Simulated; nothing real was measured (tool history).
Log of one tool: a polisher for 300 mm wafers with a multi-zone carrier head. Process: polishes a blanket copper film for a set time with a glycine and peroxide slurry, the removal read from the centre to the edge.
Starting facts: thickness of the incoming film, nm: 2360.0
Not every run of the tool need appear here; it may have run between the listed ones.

run,hour,flow of slurry (ml/min),pressure of the head's centre zone,pressure of the head's middle zone,pressure of the head's edge zone,polishing time (s),film removed at the wafer's centre (nm),film removed at mid-radius (nm),film removed at the wafer's edge (nm)
1,0.0,280,1.00,1.00,1.00,61,237.90,243.38,244.98
2,3.6,280,1.00,0.95,1.00,61,238.41,235.26,244.85
3,9.8,280,1.00,0.95,1.00,48,188.81,183.07,191.11
4,11.8,280,1.00,0.91,1.00,48,185.00,177.60,194.43
5,13.2,280,0.97,0.95,1.02,54,205.09,212.03,215.77
6,15.4,280,1.01,0.95,1.02,54,213.34,203.30,219.27
7,22.6,300,0.91,1.05,1.12,71,258.30,300.22,303.12
# hour 23.8: slurry nozzle cleaned
8,23.8,300,0.91,1.05,1.12,71,268.30,307.23,312.34

Estimate the outcome of run 9 from the log above:
9,25.7,310,0.90,1.08,1.12,72,?,?,?

{"run 9": {"film removed at the wafer's centre (nm)": 267.92, "film removed at mid-radius (nm)": 324.23, "film removed at the wafer's edge (nm)": 312.85}}

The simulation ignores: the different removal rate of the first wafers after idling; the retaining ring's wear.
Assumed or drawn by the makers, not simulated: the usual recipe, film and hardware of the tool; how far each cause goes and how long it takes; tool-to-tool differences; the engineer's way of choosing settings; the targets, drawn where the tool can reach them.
